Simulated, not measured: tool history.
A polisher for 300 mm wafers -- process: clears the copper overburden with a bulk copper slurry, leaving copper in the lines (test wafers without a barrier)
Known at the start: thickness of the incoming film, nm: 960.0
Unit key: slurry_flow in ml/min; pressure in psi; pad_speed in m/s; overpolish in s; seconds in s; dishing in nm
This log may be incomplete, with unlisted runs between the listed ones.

run    day  slurry_flow  pressure  pad_speed  slurry_solids  overpolish  seconds  dishing
  1      0          270       2.4       0.98              1          10   110.57   53.434
  2  0.321          230       2.4       0.98              1          10   116.87   51.676
  3  0.612          230       2.2       0.98              1          10   125.95   48.432
  4  0.733          240       2.4       0.98              1          10   113.93   52.914
  5  0.875          240       2.4       0.98            1.2          10   111.04   52.345
  6  0.996          250       2.5       0.98            1.2          10    108.8   53.652
  7  1.267          255       2.7       0.98            1.2          10   102.72   57.279
  8  1.492          260       2.8       0.98            1.2          10   94.732   59.583
  9    1.8          265       2.9       0.98            1.2          10   94.959   58.395
 10  1.854          265         3       0.98            1.2          10   95.287   60.608
 11  1.962          270       3.1       0.98            1.2          10   90.004   62.283
 12  2.158          270       3.2       0.98            1.2          10   88.909   63.891
 13  2.483          275       3.3       0.98            1.2          10   87.217   62.687

What does the tool deliver on the next run?
 14  2.504          275       3.4       0.98            1.2          10        ?        ?

{"run 14": {"seconds": 85.06, "dishing": 67.667}}
